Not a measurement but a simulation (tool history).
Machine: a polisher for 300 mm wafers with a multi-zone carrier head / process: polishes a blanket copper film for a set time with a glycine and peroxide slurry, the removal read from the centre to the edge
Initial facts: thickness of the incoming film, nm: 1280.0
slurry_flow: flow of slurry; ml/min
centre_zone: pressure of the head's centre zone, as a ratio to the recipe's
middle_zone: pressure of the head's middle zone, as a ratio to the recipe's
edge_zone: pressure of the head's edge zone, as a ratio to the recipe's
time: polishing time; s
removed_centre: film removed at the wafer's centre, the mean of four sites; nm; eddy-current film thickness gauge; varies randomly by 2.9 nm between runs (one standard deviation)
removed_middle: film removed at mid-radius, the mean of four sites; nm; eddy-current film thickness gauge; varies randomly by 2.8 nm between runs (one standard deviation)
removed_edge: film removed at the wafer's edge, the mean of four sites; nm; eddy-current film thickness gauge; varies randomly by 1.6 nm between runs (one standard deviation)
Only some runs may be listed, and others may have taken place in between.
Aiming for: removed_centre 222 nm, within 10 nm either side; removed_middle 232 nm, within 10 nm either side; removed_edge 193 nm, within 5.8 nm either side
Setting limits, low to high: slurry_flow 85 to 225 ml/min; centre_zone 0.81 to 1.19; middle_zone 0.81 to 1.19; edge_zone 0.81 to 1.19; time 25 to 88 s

run 1 hour=0 | slurry_flow=145 centre_zone=1 middle_zone=1 edge_zone=1 time=56 | removed_centre=231.74 removed_middle=237.9 removed_edge=236.06
run 2 hour=7.8 | slurry_flow=145 centre_zone=1 middle_zone=1.04 edge_zone=1 time=56 | removed_centre=236.64 removed_middle=247.84 removed_edge=235.37
run 3 hour=10.3 | slurry_flow=145 centre_zone=1 middle_zone=1.04 edge_zone=1 time=69 | removed_centre=286.49 removed_middle=304.92 removed_edge=294.17
run 4 hour=17.2 | slurry_flow=145 centre_zone=1 middle_zone=1.04 edge_zone=0.92 time=69 | removed_centre=288.73 removed_middle=301.26 removed_edge=285.59
run 5 hour=21.6 | slurry_flow=145 centre_zone=0.92 middle_zone=1.04 edge_zone=0.92 time=69 | removed_centre=266.01 removed_middle=308.66 removed_edge=281.98
run 6 hour=23.7 | slurry_flow=150 centre_zone=0.96 middle_zone=1.07 edge_zone=0.88 time=63 | removed_centre=256.89 removed_middle=288.82 removed_edge=255.4
run 7 hour=27.2 | slurry_flow=150 centre_zone=0.99 middle_zone=1.09 edge_zone=0.86 time=58 | removed_centre=242.35 removed_middle=261.46 removed_edge=236.7
run 8 hour=33.3 | slurry_flow=150 centre_zone=0.99 middle_zone=1.09 edge_zone=0.86 time=58 | removed_centre=243.45 removed_middle=267.42 removed_edge=233.44
run 9 hour=33.9 | slurry_flow=145 centre_zone=1.02 middle_zone=1.11 edge_zone=0.84 time=55 | removed_centre=235.85 removed_middle=251.36 removed_edge=216.99
run 10 hour=39 | slurry_flow=130 centre_zone=1.03 middle_zone=1.12 edge_zone=0.83 time=54 | removed_centre=219.11 removed_middle=248.55 removed_edge=213.7
run 11 hour=42.9 | slurry_flow=135 centre_zone=1.04 middle_zone=1.13 edge_zone=0.82 time=52 | removed_centre=223.01 removed_middle=243.51 removed_edge=203.6
run 12 hour=45.4 | slurry_flow=135 centre_zone=1.05 middle_zone=1.13 edge_zone=0.82 time=51 | removed_centre=217.09 removed_middle=234.97 removed_edge=203.53
-- hour=49.8 slurry nozzle cleaned
run 13 hour=49.8 | slurry_flow=145 centre_zone=1.06 middle_zone=1.15 edge_zone=0.82 time=50 | removed_centre=227.86 removed_middle=249.92 removed_edge=205.29
run 14 hour=51.5 | slurry_flow=145 centre_zone=1.07 middle_zone=1.15 edge_zone=0.82 time=49 | removed_centre=226.92 removed_middle=246.79 removed_edge=198.47
run 15 hour=53 | slurry_flow=145 centre_zone=1.08 middle_zone=1.14 edge_zone=0.82 time=49 | removed_centre=223.49 removed_middle=241.65 removed_edge=200.16

Exactly one of the 4 candidate moves below puts every result within its allowed miss. Which one?
run A hour=54.5 | slurry_flow=145 centre_zone=1.09 middle_zone=1.12 edge_zone=0.81 time=47 | removed_centre=? removed_middle=? removed_edge=?
run B hour=54.5 | slurry_flow=175 centre_zone=1.16 middle_zone=1.1 edge_zone=0.81 time=47 | removed_centre=? removed_middle=? removed_edge=?
run C hour=54.5 | slurry_flow=125 centre_zone=1.05 middle_zone=1.08 edge_zone=0.88 time=51 | removed_centre=? removed_middle=? removed_edge=?
run D hour=54.5 | slurry_flow=95 centre_zone=0.98 middle_zone=1.02 edge_zone=0.87 time=54 | removed_centre=? removed_middle=? removed_edge=?

move=A removed_centre=222.59 removed_middle=227.38 removed_edge=191.79
move=B removed_centre=240.8 removed_middle=229.29 removed_edge=195.13
move=C removed_centre=228.95 removed_middle=234.8 removed_edge=210.02
move=D removed_centre=219.32 removed_middle=228.51 removed_edge=216.07
A: in spec on every target
B: brings the result that was furthest off to its target, and leaves another outside
C: lands further from the targets than the last run did
D: lands further from the targets than the last run did
Answer: A

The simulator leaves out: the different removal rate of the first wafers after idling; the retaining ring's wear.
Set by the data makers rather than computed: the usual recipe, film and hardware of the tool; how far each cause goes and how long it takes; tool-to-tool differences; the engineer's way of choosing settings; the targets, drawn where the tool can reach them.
